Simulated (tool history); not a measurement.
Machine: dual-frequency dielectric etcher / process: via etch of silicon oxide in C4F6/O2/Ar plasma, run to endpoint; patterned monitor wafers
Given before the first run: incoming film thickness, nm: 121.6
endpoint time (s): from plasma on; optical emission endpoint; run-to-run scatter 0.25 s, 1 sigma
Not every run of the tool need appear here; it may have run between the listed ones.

run	hour	bias power (kW)	source power (kW)	Ar flow (sccm)	endpoint time (s)
1	0	0.432	0.32	397	32.391
2	3.8	0.36	0.32	397	35.99
3	11.6	0.309	0.32	397	40.258
4	20.2	0.309	0.32	440	40.236
5	23.3	0.347	0.33	438	37.069
6	30.3	0.347	0.33	369	36.41
7	31	0.374	0.33	368	34.681
8	38.9	0.396	0.33	367	33.884
9	42.3	0.396	0.33	367	33.839
10	48	0.416	0.33	366	32.582
11	48.7	0.432	0.33	365	32.593
12	51.9	0.451	0.33	363	31.565
13	58.5	0.465	0.33	362	31.134
14	65.2	0.478	0.33	361	30.236
15	69.1	0.487	0.33	360	29.81
16	75	0.494	0.33	360	30.124
17	80.6	0.503	0.33	359	29.781
18	89.1	0.51	0.33	358	29.524

Predict the results of run 19:
19	98	0.516	0.33	357	?

{"run 19": {"endpoint time (s)": 29.334}}

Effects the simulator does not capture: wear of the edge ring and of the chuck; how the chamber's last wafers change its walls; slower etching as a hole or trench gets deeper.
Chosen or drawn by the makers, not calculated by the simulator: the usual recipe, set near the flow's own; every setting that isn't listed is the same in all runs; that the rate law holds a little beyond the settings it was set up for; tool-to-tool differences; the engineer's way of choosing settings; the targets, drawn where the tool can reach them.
